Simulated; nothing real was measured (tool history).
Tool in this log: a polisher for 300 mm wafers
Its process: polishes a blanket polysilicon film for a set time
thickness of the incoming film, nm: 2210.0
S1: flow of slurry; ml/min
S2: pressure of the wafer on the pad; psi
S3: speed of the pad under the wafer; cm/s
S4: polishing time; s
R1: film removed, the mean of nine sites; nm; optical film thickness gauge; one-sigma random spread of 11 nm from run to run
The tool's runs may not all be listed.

run 1 hour=0 | S1=315 S2=2.3 S3=128 S4=75 | R1=589.69
run 2 hour=1 | S1=315 S2=1.9 S3=128 S4=75 | R1=509.94
run 3 hour=8.9 | S1=315 S2=2.2 S3=130 S4=75 | R1=562.34
run 4 hour=13 | S1=315 S2=2.5 S3=132 S4=75 | R1=636.52
run 5 hour=21.7 | S1=315 S2=2.5 S3=132 S4=79 | R1=679.95
run 6 hour=23.8 | S1=315 S2=2.6 S3=132 S4=79 | R1=701.31

What does the tool deliver on the next run?
run 7 hour=28 | S1=315 S2=2.7 S3=132 S4=79 | R1=?

R1: 730.28 nm
